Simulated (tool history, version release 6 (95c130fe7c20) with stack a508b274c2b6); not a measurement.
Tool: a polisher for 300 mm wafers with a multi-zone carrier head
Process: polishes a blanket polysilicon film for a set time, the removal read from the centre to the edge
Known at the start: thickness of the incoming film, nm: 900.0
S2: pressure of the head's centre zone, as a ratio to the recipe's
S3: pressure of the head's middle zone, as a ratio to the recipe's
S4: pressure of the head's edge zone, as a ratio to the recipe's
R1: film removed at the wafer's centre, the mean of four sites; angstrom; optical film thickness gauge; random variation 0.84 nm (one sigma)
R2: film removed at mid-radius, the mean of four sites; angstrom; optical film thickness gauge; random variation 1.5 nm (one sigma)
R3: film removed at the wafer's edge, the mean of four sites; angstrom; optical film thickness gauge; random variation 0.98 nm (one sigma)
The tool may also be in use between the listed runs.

{"run": 1, "hour": 0.0, "flow of slurry (ml/min)": 170, "S2": 1.0, "S3": 1.0, "S4": 1.0, "polishing time (s)": 37, "R1": 1647.4, "R2": 1662.4, "R3": 1668.1}
{"run": 2, "hour": 2.7, "flow of slurry (ml/min)": 170, "S2": 1.0, "S3": 1.05, "S4": 1.0, "polishing time (s)": 37, "R1": 1652.9, "R2": 1799.9, "R3": 1668.6}
{"run": 3, "hour": 7.3, "flow of slurry (ml/min)": 170, "S2": 1.0, "S3": 1.05, "S4": 1.06, "polishing time (s)": 37, "R1": 1688.0, "R2": 1752.9, "R3": 1696.8}
{"run": 4, "hour": 12.5, "flow of slurry (ml/min)": 170, "S2": 1.06, "S3": 1.05, "S4": 1.06, "polishing time (s)": 37, "R1": 1770.2, "R2": 1777.2, "R3": 1717.5}
{"run": 5, "hour": 14.0, "flow of slurry (ml/min)": 170, "S2": 1.05, "S3": 1.04, "S4": 1.03, "polishing time (s)": 35, "R1": 1651.1, "R2": 1696.0, "R3": 1574.3}
{"run": 6, "hour": 21.8, "flow of slurry (ml/min)": 170, "S2": 1.05, "S3": 1.04, "S4": 0.98, "polishing time (s)": 35, "R1": 1654.4, "R2": 1683.5, "R3": 1558.3}
{"run": 7, "hour": 29.1, "flow of slurry (ml/min)": 170, "S2": 1.05, "S3": 1.04, "S4": 0.98, "polishing time (s)": 35, "R1": 1637.5, "R2": 1712.7, "R3": 1575.4}

Run 8 comes next. What will it give?
{"run": 8, "hour": 37.0, "flow of slurry (ml/min)": 170, "S2": 1.04, "S3": 1.03, "S4": 0.97, "polishing time (s)": 33, "R1": "?", "R2": "?", "R3": "?"}

R1: 1533.0 angstrom
R2: 1548.1 angstrom
R3: 1466.9 angstrom
